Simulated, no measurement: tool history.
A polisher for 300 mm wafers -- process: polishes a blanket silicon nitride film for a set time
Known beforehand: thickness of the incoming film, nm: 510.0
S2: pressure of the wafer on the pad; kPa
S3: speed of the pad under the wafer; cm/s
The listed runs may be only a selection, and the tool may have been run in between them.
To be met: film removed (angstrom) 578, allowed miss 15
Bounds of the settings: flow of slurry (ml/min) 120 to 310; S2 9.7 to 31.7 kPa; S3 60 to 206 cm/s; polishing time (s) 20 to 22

run 1 hour=0 | flow_of_slurry_(ml/min)=200 S2=20.7 S3=132 polishing_time_(s)=22 | film_removed_(angstrom)=461.76
run 2 hour=4.5 | flow_of_slurry_(ml/min)=210 S2=22.1 S3=132 polishing_time_(s)=22 | film_removed_(angstrom)=492.43
run 3 hour=10.7 | flow_of_slurry_(ml/min)=210 S2=22.1 S3=132 polishing_time_(s)=22 | film_removed_(angstrom)=492.31
run 4 hour=12.9 | flow_of_slurry_(ml/min)=215 S2=22.8 S3=132 polishing_time_(s)=22 | film_removed_(angstrom)=517.81
run 5 hour=14.2 | flow_of_slurry_(ml/min)=215 S2=22.8 S3=106 polishing_time_(s)=22 | film_removed_(angstrom)=457.06
run 6 hour=15.3 | flow_of_slurry_(ml/min)=215 S2=22.8 S3=106 polishing_time_(s)=22 | film_removed_(angstrom)=452.55
run 7 hour=18.5 | flow_of_slurry_(ml/min)=225 S2=24.1 S3=106 polishing_time_(s)=22 | film_removed_(angstrom)=484.34
run 8 hour=24.3 | flow_of_slurry_(ml/min)=230 S2=24.8 S3=106 polishing_time_(s)=22 | film_removed_(angstrom)=507.81
run 9 hour=32.9 | flow_of_slurry_(ml/min)=270 S2=26.9 S3=106 polishing_time_(s)=22 | film_removed_(angstrom)=545.92

Of the 4 settings listed for the next run, only one would bring every result within its allowed miss of target. Which one?
run A hour=41.5 | flow_of_slurry_(ml/min)=305 S2=26.2 S3=118 polishing_time_(s)=22 | film_removed_(angstrom)=?
run B hour=41.5 | flow_of_slurry_(ml/min)=310 S2=28.3 S3=116 polishing_time_(s)=20 | film_removed_(angstrom)=?
run C hour=41.5 | flow_of_slurry_(ml/min)=290 S2=28.3 S3=96 polishing_time_(s)=22 | film_removed_(angstrom)=?
run D hour=41.5 | flow_of_slurry_(ml/min)=310 S2=28.3 S3=94 polishing_time_(s)=22 | film_removed_(angstrom)=?

move=A film_removed_(angstrom)=571.67
move=B film_removed_(angstrom)=555.49
move=C film_removed_(angstrom)=550.95
move=D film_removed_(angstrom)=548.64
A: all results in spec
B: nearer the targets than the last run, but a result is still out of spec
C: nearer the targets than the last run, but a result is still out of spec
D: nearer the targets than the last run, but a result is still out of spec
The right move is A.
